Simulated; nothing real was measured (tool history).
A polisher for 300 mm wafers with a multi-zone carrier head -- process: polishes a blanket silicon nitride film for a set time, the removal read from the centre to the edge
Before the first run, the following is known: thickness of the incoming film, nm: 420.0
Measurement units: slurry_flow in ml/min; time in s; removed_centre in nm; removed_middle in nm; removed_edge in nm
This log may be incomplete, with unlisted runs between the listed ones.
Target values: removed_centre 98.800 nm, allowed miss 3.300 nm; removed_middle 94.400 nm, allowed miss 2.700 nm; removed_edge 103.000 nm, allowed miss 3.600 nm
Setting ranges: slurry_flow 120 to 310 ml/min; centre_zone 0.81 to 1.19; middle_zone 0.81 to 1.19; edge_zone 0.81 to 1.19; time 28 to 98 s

Run 1, day 0.000: slurry_flow 200 ml/min, centre_zone 1.00, middle_zone 1.00, edge_zone 1.00, time 63 s. Result: removed_centre 102.980 nm, removed_middle 112.810 nm, removed_edge 112.010 nm.
Run 2, day 0.221: slurry_flow 200 ml/min, centre_zone 1.00, middle_zone 1.00, edge_zone 1.00, time 49 s. Result: removed_centre 79.501 nm, removed_middle 87.883 nm, removed_edge 87.606 nm.
Run 3, day 0.442: slurry_flow 200 ml/min, centre_zone 1.00, middle_zone 1.00, edge_zone 1.00, time 44 s. Result: removed_centre 70.787 nm, removed_middle 78.759 nm, removed_edge 80.044 nm.
Run 4, day 0.746: slurry_flow 200 ml/min, centre_zone 1.00, middle_zone 1.00, edge_zone 1.00, time 32 s. Result: removed_centre 51.416 nm, removed_middle 57.444 nm, removed_edge 57.813 nm.
Run 5, day 1.046: slurry_flow 205 ml/min, centre_zone 1.02, middle_zone 1.00, edge_zone 1.02, time 35 s. Result: removed_centre 58.189 nm, removed_middle 62.993 nm, removed_edge 63.872 nm.
At day 1.117: centre zone pressure recalibrated.
Run 6, day 1.117: slurry_flow 205 ml/min, centre_zone 1.03, middle_zone 1.00, edge_zone 1.04, time 38 s. Result: removed_centre 72.705 nm, removed_middle 69.174 nm, removed_edge 70.011 nm.
Run 7, day 1.404: slurry_flow 220 ml/min, centre_zone 0.93, middle_zone 0.98, edge_zone 1.14, time 56 s. Result: removed_centre 95.611 nm, removed_middle 99.615 nm, removed_edge 106.780 nm.
Run 8, day 1.717: slurry_flow 220 ml/min, centre_zone 0.94, middle_zone 0.98, edge_zone 1.14, time 56 s. Result: removed_centre 95.834 nm, removed_middle 99.685 nm, removed_edge 107.290 nm.
Run 9, day 1.996: slurry_flow 220 ml/min, centre_zone 0.95, middle_zone 0.98, edge_zone 1.14, time 56 s. Result: removed_centre 96.991 nm, removed_middle 99.823 nm, removed_edge 107.150 nm.
Run 10, day 2.350: slurry_flow 220 ml/min, centre_zone 0.96, middle_zone 0.98, edge_zone 1.14, time 56 s. Result: removed_centre 99.333 nm, removed_middle 100.090 nm, removed_edge 106.270 nm.

Pick the move, out of 5, that brings all results within their allowed miss; only one does.
Run A, day 2.704: slurry_flow 220 ml/min, centre_zone 1.12, middle_zone 1.04, edge_zone 1.11, time 50 s. Result: removed_centre ?, removed_middle ?, removed_edge ?.
Run B, day 2.704: slurry_flow 160 ml/min, centre_zone 0.93, middle_zone 0.94, edge_zone 1.05, time 57 s. Result: removed_centre ?, removed_middle ?, removed_edge ?.
Run C, day 2.704: slurry_flow 235 ml/min, centre_zone 1.01, middle_zone 1.04, edge_zone 1.11, time 54 s. Result: removed_centre ?, removed_middle ?, removed_edge ?.
Run D, day 2.704: slurry_flow 225 ml/min, centre_zone 0.96, middle_zone 1.01, edge_zone 1.16, time 57 s. Result: removed_centre ?, removed_middle ?, removed_edge ?.
Run E, day 2.704: slurry_flow 240 ml/min, centre_zone 0.99, middle_zone 0.96, edge_zone 1.18, time 53 s. Result: removed_centre ?, removed_middle ?, removed_edge ?.

move  removed_centre  removed_middle  removed_edge
   A         104.650          92.491        94.461
   B          94.129          93.211       102.320
   C         102.730         100.730       102.610
   D         102.420         103.350       109.750
   E          99.024          92.954       103.360
A: the worst result of the last run now meets its target, but another is out of spec
B: the worst result of the last run now meets its target, but another is out of spec
C: lands further from the targets than the last run did
D: lands further from the targets than the last run did
E: in spec on every target
The move that meets every target is E.
